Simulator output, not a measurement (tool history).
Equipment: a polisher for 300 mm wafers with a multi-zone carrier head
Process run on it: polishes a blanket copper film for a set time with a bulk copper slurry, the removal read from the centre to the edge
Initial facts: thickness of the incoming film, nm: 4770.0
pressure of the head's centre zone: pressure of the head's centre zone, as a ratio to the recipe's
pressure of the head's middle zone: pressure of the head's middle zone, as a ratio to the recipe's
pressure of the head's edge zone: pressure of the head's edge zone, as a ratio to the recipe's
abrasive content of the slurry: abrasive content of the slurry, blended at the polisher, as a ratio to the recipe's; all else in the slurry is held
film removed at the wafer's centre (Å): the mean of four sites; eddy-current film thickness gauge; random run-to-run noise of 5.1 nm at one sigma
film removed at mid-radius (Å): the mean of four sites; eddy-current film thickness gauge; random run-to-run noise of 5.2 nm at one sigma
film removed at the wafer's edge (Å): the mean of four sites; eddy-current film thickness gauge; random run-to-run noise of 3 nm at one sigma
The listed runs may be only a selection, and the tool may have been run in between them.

run,day,flow of slurry (ml/min),pressure of the head's centre zone,pressure of the head's middle zone,pressure of the head's edge zone,abrasive content of the slurry,polishing time (s),film removed at the wafer's centre (Å),film removed at mid-radius (Å),film removed at the wafer's edge (Å)
1,0,170,1,1,1,1,57,5216.6,5163.7,5689.5
2,0.183,165,1.01,0.99,0.98,0.9,56,5169.7,4974.4,5419.6
3,0.208,160,1,0.98,0.96,0.85,55,4817.6,4720.6,5202.5
4,0.529,155,1.01,0.97,0.94,0.8,55,4786.8,4609.2,5107.7
# day 0.754: edge zone pressure recalibrated
5,0.754,155,1.02,0.97,0.92,0.75,54,4761.5,4493.6,4745.3
6,1.121,150,1.02,0.96,0.91,0.75,54,4726.6,4425.8,4632.7
7,1.45,145,1.02,0.95,0.91,0.75,54,4678,4289.7,4634.5

For run 8, what comes out?
8,1.575,115,1.01,0.94,0.84,0.65,54,?,?,?

{"run 8": {"film removed at the wafer's centre (Å)": 4375.2, "film removed at mid-radius (Å)": 4017.9, "film removed at the wafer's edge (Å)": 4229.1}}

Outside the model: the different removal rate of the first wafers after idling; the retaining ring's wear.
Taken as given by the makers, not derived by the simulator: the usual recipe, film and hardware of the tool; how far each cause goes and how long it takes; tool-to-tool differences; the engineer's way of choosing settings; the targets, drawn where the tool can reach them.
